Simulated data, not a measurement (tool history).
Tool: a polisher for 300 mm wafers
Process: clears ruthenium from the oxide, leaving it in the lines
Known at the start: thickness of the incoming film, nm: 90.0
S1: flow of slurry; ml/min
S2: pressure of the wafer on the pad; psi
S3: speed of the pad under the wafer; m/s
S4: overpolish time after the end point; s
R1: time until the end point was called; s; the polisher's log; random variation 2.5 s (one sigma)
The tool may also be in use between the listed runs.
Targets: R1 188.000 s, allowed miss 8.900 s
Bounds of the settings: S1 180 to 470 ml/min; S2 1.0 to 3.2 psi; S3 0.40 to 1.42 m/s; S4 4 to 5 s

| run | hour | S1 | S2 | S3 | S4 | R1 |
|---|---|---|---|---|---|---|
| 1 | 0.0 | 300 | 2.1 | 0.90 | 5 | 80.473 |
| 2 | 8.1 | 300 | 1.8 | 0.90 | 5 | 91.018 |
| 3 | 16.4 | 270 | 1.8 | 0.90 | 5 | 92.025 |
| 4 | 19.2 | 270 | 1.4 | 0.90 | 5 | 113.450 |
| 5 | 24.0 | 270 | 1.6 | 0.90 | 5 | 102.350 |
| 6 | 30.6 | 270 | 1.6 | 1.12 | 5 | 79.316 |
| 7 | 32.9 | 265 | 1.4 | 0.96 | 5 | 105.750 |
| 8 | 34.8 | 260 | 1.3 | 0.86 | 5 | 124.230 |
| 9 | 42.7 | 260 | 1.2 | 0.78 | 5 | 144.840 |
| 10 | 50.5 | 260 | 1.1 | 0.74 | 5 | 164.240 |
| 11 | 58.5 | 260 | 1.1 | 0.72 | 5 | 162.810 |
| 12 | 63.6 | 260 | 1.1 | 0.70 | 5 | 170.130 |
| 13 | 68.7 | 260 | 1.1 | 0.68 | 5 | 172.990 |

4 next moves are on the table. One of them brings every result within its allowed miss. Which?
| A | 73.8 | 280 | 1.1 | 0.70 | 4 | ? |
| B | 73.8 | 315 | 1.3 | 0.60 | 5 | ? |
| C | 73.8 | 250 | 1.3 | 0.48 | 4 | ? |
| D | 73.8 | 320 | 1.2 | 0.58 | 4 | ? |

| move | R1 |
|---|---|
| A | 168.230 |
| B | 172.170 |
| C | 216.320 |
| D | 188.000 |
A: further off than the last run
B: further off than the last run
C: takes the result that was furthest off past its target
D: meets every target
Move D is the one to make.
